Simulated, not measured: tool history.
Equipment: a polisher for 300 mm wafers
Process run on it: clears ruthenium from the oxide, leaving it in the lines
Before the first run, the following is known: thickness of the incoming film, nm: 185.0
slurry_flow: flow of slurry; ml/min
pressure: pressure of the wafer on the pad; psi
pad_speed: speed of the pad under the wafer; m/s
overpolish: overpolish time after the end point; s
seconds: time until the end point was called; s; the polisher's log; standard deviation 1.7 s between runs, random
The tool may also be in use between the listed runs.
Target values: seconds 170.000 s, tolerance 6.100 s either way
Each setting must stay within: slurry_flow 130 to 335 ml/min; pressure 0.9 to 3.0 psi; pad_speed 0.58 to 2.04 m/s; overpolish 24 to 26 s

Run 1, hour 0.0: slurry_flow 215 ml/min, pressure 1.9 psi, pad_speed 1.30 m/s, overpolish 24 s. Result: seconds 103.830 s.
Run 2, hour 7.3: slurry_flow 250 ml/min, pressure 1.9 psi, pad_speed 1.30 m/s, overpolish 24 s. Result: seconds 101.720 s.
Run 3, hour 9.4: slurry_flow 250 ml/min, pressure 1.9 psi, pad_speed 1.42 m/s, overpolish 24 s. Result: seconds 94.351 s.
Run 4, hour 17.4: slurry_flow 250 ml/min, pressure 1.7 psi, pad_speed 1.40 m/s, overpolish 24 s. Result: seconds 104.860 s.
Run 5, hour 21.3: slurry_flow 250 ml/min, pressure 1.5 psi, pad_speed 1.38 m/s, overpolish 24 s. Result: seconds 119.780 s.
Run 6, hour 28.1: slurry_flow 300 ml/min, pressure 1.5 psi, pad_speed 1.38 m/s, overpolish 24 s. Result: seconds 115.730 s.
Run 7, hour 29.9: slurry_flow 300 ml/min, pressure 1.4 psi, pad_speed 1.36 m/s, overpolish 24 s. Result: seconds 125.830 s.
Run 8, hour 30.8: slurry_flow 300 ml/min, pressure 1.3 psi, pad_speed 1.36 m/s, overpolish 24 s. Result: seconds 132.710 s.
Run 9, hour 32.6: slurry_flow 290 ml/min, pressure 0.9 psi, pad_speed 1.32 m/s, overpolish 24 s. Result: seconds 180.240 s.
Run 10, hour 38.9: slurry_flow 295 ml/min, pressure 0.9 psi, pad_speed 1.32 m/s, overpolish 24 s. Result: seconds 182.800 s.
Run 11, hour 47.8: slurry_flow 300 ml/min, pressure 0.9 psi, pad_speed 1.32 m/s, overpolish 24 s. Result: seconds 181.130 s.

Next run, 4 choices. One meets every target within its allowed miss, the rest don't. Which?
Run A, hour 56.7: slurry_flow 330 ml/min, pressure 1.2 psi, pad_speed 1.12 m/s, overpolish 24 s. Result: seconds ?.
Run B, hour 56.7: slurry_flow 265 ml/min, pressure 0.9 psi, pad_speed 1.58 m/s, overpolish 24 s. Result: seconds ?.
Run C, hour 56.7: slurry_flow 310 ml/min, pressure 0.9 psi, pad_speed 1.56 m/s, overpolish 24 s. Result: seconds ?.
Run D, hour 56.7: slurry_flow 310 ml/min, pressure 1.1 psi, pad_speed 1.28 m/s, overpolish 24 s. Result: seconds ?.

move  seconds
   A  168.480
   B  154.210
   C  154.180
   D  159.610
A: all results in spec
B: moves the result that the last run missed by most past its target, out the other side
C: moves the result that the last run missed by most past its target, out the other side
D: moves the result that the last run missed by most past its target, out the other side
A is the move that brings every result within its allowed miss.

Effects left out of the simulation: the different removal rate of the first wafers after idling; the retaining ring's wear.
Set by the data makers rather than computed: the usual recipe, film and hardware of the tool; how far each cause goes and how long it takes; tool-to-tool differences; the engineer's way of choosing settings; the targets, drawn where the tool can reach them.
